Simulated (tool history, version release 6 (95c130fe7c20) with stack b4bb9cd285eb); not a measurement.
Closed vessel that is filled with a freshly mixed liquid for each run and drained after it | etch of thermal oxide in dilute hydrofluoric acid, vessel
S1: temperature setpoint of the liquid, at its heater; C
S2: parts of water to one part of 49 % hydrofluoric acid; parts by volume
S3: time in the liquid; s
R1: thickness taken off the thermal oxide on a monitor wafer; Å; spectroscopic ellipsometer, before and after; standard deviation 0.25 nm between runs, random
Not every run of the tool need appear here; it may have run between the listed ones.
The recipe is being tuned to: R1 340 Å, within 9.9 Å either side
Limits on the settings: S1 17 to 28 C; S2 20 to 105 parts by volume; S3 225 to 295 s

run,day,S1,S2,S3,R1
1,0,20,55,295,233.15
2,0.058,18.5,55,295,218.01
3,0.254,20.5,55,295,237.1
4,0.433,23,55,295,266.67
5,0.675,24.5,55,295,284.11
6,0.996,25,55,295,285.39
7,1.321,25.5,55,295,294.01
8,1.475,27,55,295,308.78
9,1.75,27.5,55,295,318.88
10,1.946,28,55,295,323.07
11,2.1,28,50,295,360.03

4 candidate next runs follow, results not yet known. Just one meets every target within its allowed miss. Identify it.
A,2.254,27.5,45,295,?
B,2.254,24.5,45,290,?
C,2.254,28,55,295,?
D,2.254,28,45,275,?

move,R1
A,388.69
B,338.2
C,319.75
D,369.68
A: misses by more than the last run did
B: in spec on every target
C: pushes the last run's worst result past its target
D: misses by more than the last run did
Go with B: it meets all targets.
